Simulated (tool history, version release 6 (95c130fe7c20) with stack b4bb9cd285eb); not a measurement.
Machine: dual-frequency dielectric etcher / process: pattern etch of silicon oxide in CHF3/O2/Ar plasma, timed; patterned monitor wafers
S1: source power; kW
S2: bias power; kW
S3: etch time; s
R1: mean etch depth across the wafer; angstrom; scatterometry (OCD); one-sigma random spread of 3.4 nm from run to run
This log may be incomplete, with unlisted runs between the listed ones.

run  hour    S1     S2   S3     R1
  1     0  0.52  0.232  614  12470
  2   6.8  0.49   0.23  614  12205
  3  10.5   0.4   0.23  614  11647
  4  19.4   0.4   0.23  614  11752
  5    26   0.4  0.247  614  12033
  6  30.2  0.38  0.239  614  11755
  7  32.5  0.37  0.232  614  11459

Run 8 comes next. What will it give?
  8  34.1  0.36  0.229  614   ?

{"run 8": {"R1": 11340}}

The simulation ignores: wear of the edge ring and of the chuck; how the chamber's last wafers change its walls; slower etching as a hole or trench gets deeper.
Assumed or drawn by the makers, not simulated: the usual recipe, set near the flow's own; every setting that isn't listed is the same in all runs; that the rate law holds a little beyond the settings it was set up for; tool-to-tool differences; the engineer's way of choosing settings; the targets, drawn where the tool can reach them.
